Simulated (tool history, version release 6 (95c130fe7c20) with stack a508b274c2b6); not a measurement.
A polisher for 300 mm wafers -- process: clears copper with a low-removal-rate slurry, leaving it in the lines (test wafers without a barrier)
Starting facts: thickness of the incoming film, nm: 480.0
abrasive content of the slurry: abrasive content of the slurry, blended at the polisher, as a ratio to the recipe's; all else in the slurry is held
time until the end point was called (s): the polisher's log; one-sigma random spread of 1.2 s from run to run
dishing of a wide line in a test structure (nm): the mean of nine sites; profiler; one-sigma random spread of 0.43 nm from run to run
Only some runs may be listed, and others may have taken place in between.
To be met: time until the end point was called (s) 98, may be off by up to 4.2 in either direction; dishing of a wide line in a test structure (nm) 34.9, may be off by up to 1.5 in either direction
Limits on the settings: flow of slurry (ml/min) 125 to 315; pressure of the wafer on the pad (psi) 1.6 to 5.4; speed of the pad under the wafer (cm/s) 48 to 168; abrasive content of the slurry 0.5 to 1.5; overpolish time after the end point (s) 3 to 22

run,hour,flow of slurry (ml/min),pressure of the wafer on the pad (psi),speed of the pad under the wafer (cm/s),abrasive content of the slurry,overpolish time after the end point (s),time until the end point was called (s),dishing of a wide line in a test structure (nm)
1,0,205,3.5,108,1,11,117.48,25.883
2,1.7,205,3.5,108,0.8,11,126.34,25.127
3,2.5,205,3.5,108,0.65,11,134.42,23.926
4,8,205,3.7,108,0.65,11,126.97,24.46
5,13.9,205,3.7,80,0.65,11,168.94,19.377
6,19.2,205,3.7,80,0.65,6,166.03,11.195
7,23.9,200,3.8,88,0.65,7,154.39,14.275
8,29.4,190,4.1,92,0.65,8,136.26,17.705
9,37.3,190,4.1,92,0.65,8,136.42,17.646
10,45.6,185,4.3,94,0.65,9,128.27,20.856
11,52.3,180,4.5,96,0.65,9,124.72,21.546
12,58.5,180,4.7,98,0.65,9,116.23,21.96

Below are 5 possible settings for the next run. Only one of them brings all results inside the allowed miss of their targets. Which is it?
A,64.7,180,5.2,98,0.85,6,?,?
B,64.7,185,5.1,106,0.65,6,?,?
C,64.7,210,5.4,104,0.6,6,?,?
D,64.7,165,4.3,94,0.55,16,?,?
E,64.7,190,5.2,106,0.65,14,?,?

move,time until the end point was called (s),dishing of a wide line in a test structure (nm)
A,102.98,17.696
B,102.6,17.747
C,100.04,18.152
D,138.89,30.44
E,100.67,35.006
A: lands further from the targets than the last run did
B: lands further from the targets than the last run did
C: lands further from the targets than the last run did
D: lands further from the targets than the last run did
E: hits every target within its allowed miss
E meets every target.

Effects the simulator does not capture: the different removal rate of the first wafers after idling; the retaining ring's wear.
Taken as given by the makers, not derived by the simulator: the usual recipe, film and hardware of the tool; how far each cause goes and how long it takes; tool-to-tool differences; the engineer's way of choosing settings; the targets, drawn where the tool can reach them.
